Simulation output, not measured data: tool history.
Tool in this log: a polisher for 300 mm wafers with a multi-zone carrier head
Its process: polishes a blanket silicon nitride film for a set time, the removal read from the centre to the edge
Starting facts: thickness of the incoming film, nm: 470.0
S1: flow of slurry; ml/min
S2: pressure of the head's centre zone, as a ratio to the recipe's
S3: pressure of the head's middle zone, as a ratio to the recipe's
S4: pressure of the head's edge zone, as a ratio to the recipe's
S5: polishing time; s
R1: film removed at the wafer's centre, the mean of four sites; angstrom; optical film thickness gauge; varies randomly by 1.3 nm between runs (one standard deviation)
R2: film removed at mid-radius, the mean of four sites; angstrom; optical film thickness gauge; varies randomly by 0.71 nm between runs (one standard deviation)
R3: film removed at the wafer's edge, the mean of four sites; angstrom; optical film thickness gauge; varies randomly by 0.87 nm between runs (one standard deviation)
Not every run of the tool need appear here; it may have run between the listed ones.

run 1 hour=0.0 | S1=305 S2=1.00 S3=1.00 S4=1.00 S5=82 | R1=1667.20 R2=1613.4 R3=1616.80
run 2 hour=5.3 | S1=305 S2=1.00 S3=1.00 S4=1.00 S5=90 | R1=1843.90 R2=1778.5 R3=1805.60
run 3 hour=11.9 | S1=300 S2=0.96 S3=0.99 S4=0.96 S5=78 | R1=1479.10 R2=1532.0 R3=1503.30
run 4 hour=18.9 | S1=265 S2=0.96 S3=0.99 S4=0.96 S5=78 | R1=1492.60 R2=1511.6 R3=1500.20
run 5 hour=20.0 | S1=275 S2=0.95 S3=0.98 S4=0.93 S5=69 | R1=1333.50 R2=1320.8 R3=1315.60
run 6 hour=23.2 | S1=350 S2=0.95 S3=0.98 S4=0.93 S5=69 | R1=1338.20 R2=1368.7 R3=1318.90
run 7 hour=29.7 | S1=365 S2=0.92 S3=0.97 S4=0.91 S5=63 | R1=1223.00 R2=1226.9 R3=1208.80
run 8 hour=37.7 | S1=365 S2=0.90 S3=0.98 S4=0.89 S5=59 | R1=1136.20 R2=1179.1 R3=1136.30
run 9 hour=46.2 | S1=370 S2=0.88 S3=0.99 S4=0.87 S5=56 | R1=999.52 R2=1115.0 R3=1042.40
run 10 hour=46.9 | S1=365 S2=0.88 S3=0.98 S4=0.85 S5=56 | R1=1008.80 R2=1106.2 R3=1038.60
run 11 hour=49.4 | S1=335 S2=0.86 S3=0.98 S4=0.81 S5=52 | R1=887.47 R2=1026.3 R3=933.82
run 12 hour=57.5 | S1=345 S2=0.87 S3=0.98 S4=0.82 S5=52 | R1=929.30 R2=1027.5 R3=936.57

Run 13 comes next. What will it give?
run 13 hour=66.5 | S1=355 S2=0.87 S3=0.98 S4=0.83 S5=52 | R1=? R2=? R3=?

Run 13 came out at R1 912.40 angstrom, R2 1016.5 angstrom, R3 953.48 angstrom.
